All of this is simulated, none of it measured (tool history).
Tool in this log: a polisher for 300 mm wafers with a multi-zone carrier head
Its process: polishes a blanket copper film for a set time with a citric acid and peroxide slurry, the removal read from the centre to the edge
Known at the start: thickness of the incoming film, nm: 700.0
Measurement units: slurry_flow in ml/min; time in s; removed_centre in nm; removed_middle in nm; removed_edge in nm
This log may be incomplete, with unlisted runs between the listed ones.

run,hour,slurry_flow,centre_zone,middle_zone,edge_zone,slurry_solids,time,removed_centre,removed_middle,removed_edge
1,0.0,230,1.00,1.00,1.00,1.0,57,169.08,166.85,165.28
2,7.0,230,1.03,1.00,1.00,1.0,57,171.83,167.77,166.58
3,14.1,230,1.03,1.00,1.00,0.9,57,167.14,163.96,157.51
4,19.1,230,1.03,1.00,0.96,0.9,57,166.63,161.95,155.45
5,22.6,230,1.03,1.00,1.00,0.9,57,166.92,161.52,159.37
6,26.2,250,1.00,1.06,1.01,1.1,60,185.48,195.08,181.46

The next listed run, before its measurement:
7,28.3,265,0.97,1.10,1.04,1.2,62,?,?,?

Logged for run 7: removed_centre 194.75 nm, removed_middle 212.71 nm, removed_edge 195.39 nm.

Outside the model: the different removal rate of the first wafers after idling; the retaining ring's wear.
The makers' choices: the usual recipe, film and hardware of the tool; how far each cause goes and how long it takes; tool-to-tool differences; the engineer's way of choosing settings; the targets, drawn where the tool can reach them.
